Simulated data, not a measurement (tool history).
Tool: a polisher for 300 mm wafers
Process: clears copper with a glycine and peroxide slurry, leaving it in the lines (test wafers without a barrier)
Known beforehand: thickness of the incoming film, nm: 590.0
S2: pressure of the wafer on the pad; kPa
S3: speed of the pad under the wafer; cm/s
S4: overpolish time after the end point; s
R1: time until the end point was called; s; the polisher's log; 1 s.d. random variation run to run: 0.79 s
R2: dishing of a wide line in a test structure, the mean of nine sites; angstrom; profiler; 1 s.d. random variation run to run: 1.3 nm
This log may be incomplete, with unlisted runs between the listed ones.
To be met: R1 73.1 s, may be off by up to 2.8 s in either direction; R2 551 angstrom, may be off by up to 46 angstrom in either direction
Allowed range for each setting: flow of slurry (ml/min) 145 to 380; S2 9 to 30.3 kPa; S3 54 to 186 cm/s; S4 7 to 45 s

run 1 day=0 | flow_of_slurry_(ml/min)=245 S2=19.3 S3=118 S4=23 | R1=99.026 R2=513.58
run 2 day=0.262 | flow_of_slurry_(ml/min)=200 S2=19.3 S3=118 S4=23 | R1=102.55 R2=495.25
run 3 day=0.471 | flow_of_slurry_(ml/min)=205 S2=20.7 S3=118 S4=23 | R1=95.527 R2=511.08
run 4 day=0.571 | flow_of_slurry_(ml/min)=210 S2=21.4 S3=118 S4=23 | R1=92.306 R2=525.28
run 5 day=0.721 | flow_of_slurry_(ml/min)=210 S2=21.4 S3=136 S4=23 | R1=81.392 R2=535.43
run 6 day=0.954 | flow_of_slurry_(ml/min)=210 S2=19.3 S3=136 S4=23 | R1=89.852 R2=511.02
run 7 day=1.004 | flow_of_slurry_(ml/min)=215 S2=20 S3=136 S4=23 | R1=88.694 R2=513.63
run 8 day=1.05 | flow_of_slurry_(ml/min)=215 S2=20.7 S3=136 S4=23 | R1=85.419 R2=529.9
run 9 day=1.142 | flow_of_slurry_(ml/min)=215 S2=21.4 S3=136 S4=23 | R1=84.357 R2=524.82
run 10 day=1.342 | flow_of_slurry_(ml/min)=215 S2=22.1 S3=136 S4=23 | R1=80.327 R2=538.57
run 11 day=1.483 | flow_of_slurry_(ml/min)=215 S2=22.1 S3=136 S4=23 | R1=80.447 R2=533.26
run 12 day=1.617 | flow_of_slurry_(ml/min)=215 S2=22.8 S3=136 S4=23 | R1=77.607 R2=564.85
run 13 day=1.888 | flow_of_slurry_(ml/min)=215 S2=22.8 S3=136 S4=22 | R1=77.615 R2=567.02
run 14 day=2.129 | flow_of_slurry_(ml/min)=210 S2=22.8 S3=138 S4=21 | R1=78.036 R2=516.92

Which of these 4 next moves meets every target?
run A day=2.371 | flow_of_slurry_(ml/min)=240 S2=23.4 S3=140 S4=23 | R1=? R2=?
run B day=2.371 | flow_of_slurry_(ml/min)=200 S2=22.1 S3=128 S4=27 | R1=? R2=?
run C day=2.371 | flow_of_slurry_(ml/min)=180 S2=21.4 S3=130 S4=22 | R1=? R2=?
run D day=2.371 | flow_of_slurry_(ml/min)=195 S2=22.1 S3=132 S4=23 | R1=? R2=?

move=A R1=73.282 R2=563.26
move=B R1=84.318 R2=566.69
move=C R1=86.518 R2=529.56
move=D R1=82.517 R2=545.37
A: all results land within tolerance of their targets
B: lands further from the targets than the last run did
C: lands further from the targets than the last run did
D: lands further from the targets than the last run did
Answer: A
